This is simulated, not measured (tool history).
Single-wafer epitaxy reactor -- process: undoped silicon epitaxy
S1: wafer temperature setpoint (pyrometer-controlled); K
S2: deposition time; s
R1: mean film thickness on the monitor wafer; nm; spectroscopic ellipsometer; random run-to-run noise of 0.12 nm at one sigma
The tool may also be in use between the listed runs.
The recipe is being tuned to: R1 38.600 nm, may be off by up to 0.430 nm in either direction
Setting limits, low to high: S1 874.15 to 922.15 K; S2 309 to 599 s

run    day      S1   S2      R1
  1  0.000  898.15  454  45.766
  2  0.212  893.15  454  40.659
  3  0.517  898.15  454  45.466
  4  0.600  897.15  454  44.457
  5  0.692  907.15  454  56.456
  6  1.071  904.15  454  52.332
  7  1.371  901.15  454  48.992
  8  1.454  899.15  454  46.590
  9  1.679  899.15  454  46.695
 10  1.738  897.15  454  44.560
 11  2.108  896.15  454  43.371
 12  2.138  895.15  454  42.269
 13  2.204  894.15  454  41.727
 14  2.550  893.15  454  40.527
 15  2.754  892.15  454  39.659

Of the 4 settings listed for the next run, only one would bring every result within its allowed miss of target. Which one?
  A  2.958  892.15  466   ?
  B  2.958  890.15  462   ?
  C  2.958  902.15  343   ?
  D  2.958  891.15  439   ?

move      R1
   A  40.708
   B  38.505
   C  37.787
   D  37.459
A: lands further from the targets than the last run did
B: every result lands within tolerance
C: moves the result that the last run missed by most past its target, out the other side
D: moves the result that the last run missed by most past its target, out the other side
B is the move that brings every result within its allowed miss.

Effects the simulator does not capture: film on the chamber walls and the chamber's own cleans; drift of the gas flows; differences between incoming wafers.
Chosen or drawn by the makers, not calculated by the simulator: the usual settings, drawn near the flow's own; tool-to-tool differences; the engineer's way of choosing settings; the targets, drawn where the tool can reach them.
